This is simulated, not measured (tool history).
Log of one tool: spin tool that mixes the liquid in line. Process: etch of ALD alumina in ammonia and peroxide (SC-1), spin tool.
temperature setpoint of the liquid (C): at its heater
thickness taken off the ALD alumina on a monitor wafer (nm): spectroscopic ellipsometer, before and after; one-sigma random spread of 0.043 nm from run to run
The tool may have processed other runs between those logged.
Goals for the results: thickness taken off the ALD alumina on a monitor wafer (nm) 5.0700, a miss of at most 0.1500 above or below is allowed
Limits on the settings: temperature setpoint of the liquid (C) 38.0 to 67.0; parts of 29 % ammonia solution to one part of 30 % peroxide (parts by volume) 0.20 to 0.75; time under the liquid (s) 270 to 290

run	hour	temperature setpoint of the liquid (C)	parts of 29 % ammonia solution to one part of 30 % peroxide (parts by volume)	time under the liquid (s)	thickness taken off the ALD alumina on a monitor wafer (nm)
1	0.0	51.0	0.45	270	9.3296
2	0.8	51.0	0.40	270	9.2541
3	4.2	48.5	0.40	270	8.1529
4	6.5	46.5	0.40	270	7.1858
5	12.8	46.5	0.40	270	7.2163
6	16.8	45.0	0.40	270	6.7040
7	19.5	44.0	0.40	270	6.2978
8	23.8	43.0	0.40	270	5.9207
9	26.2	39.5	0.40	270	4.8711

Of the 4 settings listed for the next run, only one would bring every result within its allowed miss of target. Which one?
A	28.6	39.5	0.40	280	?
B	28.6	38.5	0.40	275	?
C	28.6	38.0	0.40	280	?
D	28.6	38.5	0.20	290	?

move	thickness taken off the ALD alumina on a monitor wafer (nm)
A	5.0545
B	4.6776
C	4.6224
D	4.6146
A: meets every target
B: misses by more than the last run did
C: misses by more than the last run did
D: misses by more than the last run did
Move A is the one to make.
